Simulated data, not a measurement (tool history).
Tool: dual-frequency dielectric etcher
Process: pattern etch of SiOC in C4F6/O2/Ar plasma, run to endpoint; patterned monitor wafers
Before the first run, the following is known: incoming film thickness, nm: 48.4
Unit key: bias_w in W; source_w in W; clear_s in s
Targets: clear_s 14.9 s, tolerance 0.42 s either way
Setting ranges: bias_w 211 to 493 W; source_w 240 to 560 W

run,day,bias_w,source_w,clear_s
1,0,352,400,18.359
2,0.058,385,430,16.931
3,0.283,407,440,16.544
4,0.654,407,490,15.645
5,0.892,370,490,16.339
6,0.95,387,500,16.095
7,1.296,401,510,15.451
8,1.554,401,510,15.604
9,1.579,410,510,15.483
10,1.833,418,510,15.383

Consider the 4 candidate settings below. Which is the only one whose results all fall within their allowed miss of target?
A,2.088,414,500,?
B,2.088,425,490,?
C,2.088,396,510,?
D,2.088,420,550,?

move,clear_s
A,15.48
B,15.428
C,15.663
D,14.788
A: lands further from the targets than the last run did
B: lands further from the targets than the last run did
C: lands further from the targets than the last run did
D: hits every target within its allowed miss
Go with D: it meets all targets.

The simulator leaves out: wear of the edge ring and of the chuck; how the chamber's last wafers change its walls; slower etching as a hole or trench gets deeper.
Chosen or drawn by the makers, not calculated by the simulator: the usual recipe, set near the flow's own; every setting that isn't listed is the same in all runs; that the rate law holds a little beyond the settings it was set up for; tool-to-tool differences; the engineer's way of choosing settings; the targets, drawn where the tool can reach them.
